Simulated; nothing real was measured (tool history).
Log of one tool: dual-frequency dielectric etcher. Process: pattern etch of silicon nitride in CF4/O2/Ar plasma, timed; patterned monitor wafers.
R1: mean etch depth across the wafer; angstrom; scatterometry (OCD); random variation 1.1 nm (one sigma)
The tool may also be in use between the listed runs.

Run 1, hour 0: source power (W) 500, bias power (W) 59, Ar flow (sccm) 101, CF4 flow (sccm) 96, etch time (s) 130.5. Result: R1 2577.9 angstrom.
Run 2, hour 3.1: source power (W) 540, bias power (W) 59, Ar flow (sccm) 101, CF4 flow (sccm) 96, etch time (s) 130.5. Result: R1 2801.9 angstrom.
Run 3, hour 11.9: source power (W) 540, bias power (W) 59, Ar flow (sccm) 101, CF4 flow (sccm) 96, etch time (s) 136. Result: R1 2906.4 angstrom.
Run 4, hour 20.7: source power (W) 560, bias power (W) 59, Ar flow (sccm) 101, CF4 flow (sccm) 96, etch time (s) 136. Result: R1 3030.7 angstrom.
Run 5, hour 24.8: source power (W) 580, bias power (W) 59, Ar flow (sccm) 101, CF4 flow (sccm) 96, etch time (s) 136. Result: R1 3129.9 angstrom.
Run 6, hour 26.8: source power (W) 580, bias power (W) 66, Ar flow (sccm) 101, CF4 flow (sccm) 96, etch time (s) 136. Result: R1 3248.2 angstrom.
Run 7, hour 30.5: source power (W) 580, bias power (W) 66, Ar flow (sccm) 101, CF4 flow (sccm) 96, etch time (s) 136. Result: R1 3261.9 angstrom.
Run 8, hour 38: source power (W) 590, bias power (W) 66, Ar flow (sccm) 101, CF4 flow (sccm) 96, etch time (s) 136. Result: R1 3315.9 angstrom.
Run 9, hour 42.2: source power (W) 600, bias power (W) 66, Ar flow (sccm) 101, CF4 flow (sccm) 96, etch time (s) 136. Result: R1 3378.5 angstrom.

Forecast run 10:
Run 10, hour 50.2: source power (W) 610, bias power (W) 66, Ar flow (sccm) 101, CF4 flow (sccm) 96, etch time (s) 136. Result: R1 ?.

{"run 10": {"R1": 3445.9}}
